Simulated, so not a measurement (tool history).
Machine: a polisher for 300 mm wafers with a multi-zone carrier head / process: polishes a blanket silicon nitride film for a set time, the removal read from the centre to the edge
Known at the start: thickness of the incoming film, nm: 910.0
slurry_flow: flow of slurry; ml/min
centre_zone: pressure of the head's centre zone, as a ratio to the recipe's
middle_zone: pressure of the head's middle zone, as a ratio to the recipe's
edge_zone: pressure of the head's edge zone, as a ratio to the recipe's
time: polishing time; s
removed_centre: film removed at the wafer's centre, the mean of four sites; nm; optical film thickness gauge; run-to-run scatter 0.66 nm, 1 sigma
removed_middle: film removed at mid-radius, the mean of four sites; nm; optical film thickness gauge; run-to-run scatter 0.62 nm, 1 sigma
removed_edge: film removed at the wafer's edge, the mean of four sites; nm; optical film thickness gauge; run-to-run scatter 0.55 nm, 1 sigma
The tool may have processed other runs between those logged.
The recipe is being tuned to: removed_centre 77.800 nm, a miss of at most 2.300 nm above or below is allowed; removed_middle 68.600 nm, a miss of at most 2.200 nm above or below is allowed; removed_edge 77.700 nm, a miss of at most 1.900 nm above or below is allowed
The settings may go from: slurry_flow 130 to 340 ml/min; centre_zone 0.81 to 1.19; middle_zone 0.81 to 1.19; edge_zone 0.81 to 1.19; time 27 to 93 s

run 1 hour=0.0 | slurry_flow=220 centre_zone=1.00 middle_zone=1.00 edge_zone=1.00 time=59 | removed_centre=130.310 removed_middle=136.000 removed_edge=135.980
run 2 hour=2.9 | slurry_flow=205 centre_zone=1.00 middle_zone=0.94 edge_zone=0.97 time=50 | removed_centre=110.940 removed_middle=109.030 removed_edge=113.630
run 3 hour=5.6 | slurry_flow=205 centre_zone=1.00 middle_zone=0.94 edge_zone=1.00 time=50 | removed_centre=110.170 removed_middle=108.620 removed_edge=114.410
run 4 hour=10.2 | slurry_flow=195 centre_zone=1.00 middle_zone=0.90 edge_zone=0.98 time=44 | removed_centre=98.632 removed_middle=93.047 removed_edge=100.920
run 5 hour=19.2 | slurry_flow=185 centre_zone=0.99 middle_zone=0.87 edge_zone=0.96 time=41 | removed_centre=88.578 removed_middle=83.829 removed_edge=92.632
run 6 hour=22.0 | slurry_flow=175 centre_zone=1.00 middle_zone=0.85 edge_zone=0.94 time=39 | removed_centre=83.540 removed_middle=77.674 removed_edge=85.955
run 7 hour=27.5 | slurry_flow=165 centre_zone=1.01 middle_zone=0.84 edge_zone=0.93 time=38 | removed_centre=81.872 removed_middle=73.436 removed_edge=82.676
run 8 hour=35.2 | slurry_flow=165 centre_zone=1.01 middle_zone=0.84 edge_zone=0.93 time=38 | removed_centre=82.352 removed_middle=73.475 removed_edge=83.726
run 9 hour=37.4 | slurry_flow=160 centre_zone=1.01 middle_zone=0.83 edge_zone=0.91 time=38 | removed_centre=80.743 removed_middle=71.412 removed_edge=81.439

Exercise: of the 5 proposed moves below, exactly one satisfies all targets within the stated allowed misses. Which move is it?
run A hour=39.6 | slurry_flow=155 centre_zone=1.09 middle_zone=0.81 edge_zone=0.90 time=37 | removed_centre=? removed_middle=? removed_edge=?
run B hour=39.6 | slurry_flow=155 centre_zone=1.05 middle_zone=0.86 edge_zone=0.98 time=35 | removed_centre=? removed_middle=? removed_edge=?
run C hour=39.6 | slurry_flow=165 centre_zone=1.00 middle_zone=0.83 edge_zone=0.97 time=37 | removed_centre=? removed_middle=? removed_edge=?
run D hour=39.6 | slurry_flow=170 centre_zone=0.97 middle_zone=0.88 edge_zone=0.94 time=36 | removed_centre=? removed_middle=? removed_edge=?
run E hour=39.6 | slurry_flow=130 centre_zone=1.01 middle_zone=0.81 edge_zone=0.96 time=39 | removed_centre=? removed_middle=? removed_edge=?

move=A removed_centre=85.339 removed_middle=68.286 removed_edge=77.818
move=B removed_centre=77.769 removed_middle=67.665 removed_edge=76.557
move=C removed_centre=79.436 removed_middle=70.543 removed_edge=81.348
move=D removed_centre=75.486 removed_middle=72.279 removed_edge=78.276
move=E removed_centre=79.284 removed_middle=68.922 removed_edge=81.946
A: puts the biggest miss on target and leaves a different result outside tolerance
B: each result inside its tolerance
C: as far off as the last run
D: puts the biggest miss on target and leaves a different result outside tolerance
E: its largest miss is bigger than the last run's
Correct choice: B, which meets every target
